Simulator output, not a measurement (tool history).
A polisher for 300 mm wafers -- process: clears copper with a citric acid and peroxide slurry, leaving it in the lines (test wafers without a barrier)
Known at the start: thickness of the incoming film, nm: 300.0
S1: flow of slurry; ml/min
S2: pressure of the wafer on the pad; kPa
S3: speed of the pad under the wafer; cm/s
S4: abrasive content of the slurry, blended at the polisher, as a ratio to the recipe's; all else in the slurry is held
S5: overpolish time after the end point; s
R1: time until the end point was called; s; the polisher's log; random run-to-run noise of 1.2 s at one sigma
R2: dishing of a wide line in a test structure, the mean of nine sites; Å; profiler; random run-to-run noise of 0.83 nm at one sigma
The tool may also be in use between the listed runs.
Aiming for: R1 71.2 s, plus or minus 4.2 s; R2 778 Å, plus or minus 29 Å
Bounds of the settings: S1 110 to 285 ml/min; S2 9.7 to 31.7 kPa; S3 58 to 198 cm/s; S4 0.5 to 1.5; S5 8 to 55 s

run 1 hour=0 | S1=180 S2=20.7 S3=128 S4=1 S5=28 | R1=95.04 R2=561.38
run 2 hour=8.6 | S1=180 S2=22.1 S3=128 S4=1 S5=29 | R1=87.012 R2=610.17
run 3 hour=16.3 | S1=180 S2=22.8 S3=128 S4=1 S5=30 | R1=86.1 R2=636.65
run 4 hour=22.2 | S1=180 S2=23.4 S3=128 S4=1 S5=30 | R1=81.91 R2=644.1
run 5 hour=30.1 | S1=180 S2=24.1 S3=128 S4=1 S5=31 | R1=81.885 R2=668.24
run 6 hour=35.2 | S1=180 S2=24.8 S3=128 S4=1 S5=31 | R1=78.402 R2=684.42
run 7 hour=40.1 | S1=180 S2=25.5 S3=128 S4=1 S5=31 | R1=75.053 R2=700.2
run 8 hour=41 | S1=180 S2=25.5 S3=128 S4=1 S5=32 | R1=76.918 R2=718.37
run 9 hour=45.3 | S1=185 S2=26.2 S3=128 S4=1 S5=33 | R1=74.072 R2=751.37

Of the 5 settings listed for the next run, only one would bring every result within its allowed miss of target. Which one?
run A hour=49.6 | S1=175 S2=31.7 S3=108 S4=1.1 S5=33 | R1=? R2=?
run B hour=49.6 | S1=170 S2=29 S3=128 S4=1 S5=26 | R1=? R2=?
run C hour=49.6 | S1=170 S2=26.2 S3=112 S4=1.05 S5=37 | R1=? R2=?
run D hour=49.6 | S1=155 S2=21.4 S3=158 S4=1 S5=33 | R1=? R2=?
run E hour=49.6 | S1=185 S2=26.9 S3=130 S4=1 S5=30 | R1=? R2=?

move=A R1=70.973 R2=765.37
move=B R1=67.13 R2=674.85
move=C R1=83.608 R2=725.84
move=D R1=74.755 R2=703.6
move=E R1=70.126 R2=712.83
A: all results in spec
B: misses by more than the last run did
C: misses by more than the last run did
D: misses by more than the last run did
E: misses by more than the last run did
Answer: A

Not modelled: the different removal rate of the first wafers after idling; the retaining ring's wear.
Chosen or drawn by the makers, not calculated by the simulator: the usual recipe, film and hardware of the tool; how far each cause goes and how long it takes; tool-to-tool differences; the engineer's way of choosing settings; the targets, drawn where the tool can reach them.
